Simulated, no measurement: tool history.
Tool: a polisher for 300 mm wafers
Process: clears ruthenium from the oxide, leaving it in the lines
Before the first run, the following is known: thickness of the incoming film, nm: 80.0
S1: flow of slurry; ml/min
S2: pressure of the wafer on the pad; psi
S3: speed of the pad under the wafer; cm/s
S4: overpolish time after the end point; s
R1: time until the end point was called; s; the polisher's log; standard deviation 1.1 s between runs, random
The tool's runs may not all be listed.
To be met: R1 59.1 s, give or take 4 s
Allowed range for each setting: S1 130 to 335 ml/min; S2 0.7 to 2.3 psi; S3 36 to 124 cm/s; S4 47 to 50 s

| run | day | S1 | S2 | S3 | S4 | R1 |
|---|---|---|---|---|---|---|
| 1 | 0 | 215 | 1.5 | 80 | 47 | 105.52 |
| 2 | 0.367 | 215 | 1.5 | 62 | 47 | 138.3 |
| 3 | 0.683 | 215 | 1.3 | 62 | 47 | 157.39 |
| 4 | 0.883 | 215 | 1.6 | 62 | 47 | 128.3 |
| 5 | 1.246 | 215 | 1.8 | 70 | 47 | 104.59 |
| 6 | 1.517 | 215 | 1.9 | 78 | 47 | 89.182 |
| 7 | 1.888 | 215 | 2 | 82 | 47 | 83.985 |
| 8 | 2.192 | 215 | 2 | 82 | 47 | 84.18 |

Which single option among these 5 for the next run brings every result within its allowed miss of target? Just one does.
| A | 2.496 | 185 | 2.3 | 88 | 50 | ? |
| B | 2.496 | 210 | 2.1 | 110 | 47 | ? |
| C | 2.496 | 305 | 2.3 | 84 | 50 | ? |
| D | 2.496 | 200 | 2.1 | 96 | 50 | ? |
| E | 2.496 | 310 | 2.2 | 90 | 47 | ? |

| move | R1 |
|---|---|
| A | 69.255 |
| B | 59.204 |
| C | 68.979 |
| D | 67.98 |
| E | 66.831 |
A: better than the last run, though not everything is in spec
B: all results land within tolerance of their targets
C: better than the last run, though not everything is in spec
D: better than the last run, though not everything is in spec
E: better than the last run, though not everything is in spec
The right move is B.

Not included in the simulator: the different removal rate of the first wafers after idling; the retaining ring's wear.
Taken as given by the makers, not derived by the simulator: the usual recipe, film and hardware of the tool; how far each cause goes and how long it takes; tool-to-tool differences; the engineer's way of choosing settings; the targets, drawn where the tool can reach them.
